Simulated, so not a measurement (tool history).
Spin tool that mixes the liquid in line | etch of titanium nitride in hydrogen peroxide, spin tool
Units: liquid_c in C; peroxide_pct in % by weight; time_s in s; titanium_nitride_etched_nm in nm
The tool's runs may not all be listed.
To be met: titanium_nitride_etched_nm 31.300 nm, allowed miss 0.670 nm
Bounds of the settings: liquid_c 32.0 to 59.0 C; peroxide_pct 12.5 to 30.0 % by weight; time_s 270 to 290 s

run  hour  liquid_c  peroxide_pct  time_s  titanium_nitride_etched_nm
  1   0.0      43.0          23.5     270                      15.695
  2   2.6      43.0          22.0     270                      15.271
  3   4.4      43.0          25.5     270                      15.840
  4   5.3      43.0          25.5     290                      17.032
  5  12.1      45.0          25.5     290                      19.825
  6  19.4      46.5          25.5     290                      22.013
  7  24.7      47.5          25.5     290                      23.644
     28.1  -- new drum of peroxide connected
  8  28.1      52.0          25.5     290                      33.493
  9  31.7      51.5          25.5     290                      32.195

5 next moves are on the table. One of them brings every result within its allowed miss. Which?
  A  35.3      53.0          24.0     270                           ?
  B  35.3      52.0          25.0     290                           ?
  C  35.3      52.5          28.5     270                           ?
  D  35.3      51.0          28.5     285                           ?
  E  35.3      53.0          27.0     270                           ?

move  titanium_nitride_etched_nm
   A                      32.647
   B                      32.949
   C                      32.717
   D                      31.025
   E                      33.498
A: further off than the last run
B: further off than the last run
C: further off than the last run
D: meets every target
E: further off than the last run
The right move is D.

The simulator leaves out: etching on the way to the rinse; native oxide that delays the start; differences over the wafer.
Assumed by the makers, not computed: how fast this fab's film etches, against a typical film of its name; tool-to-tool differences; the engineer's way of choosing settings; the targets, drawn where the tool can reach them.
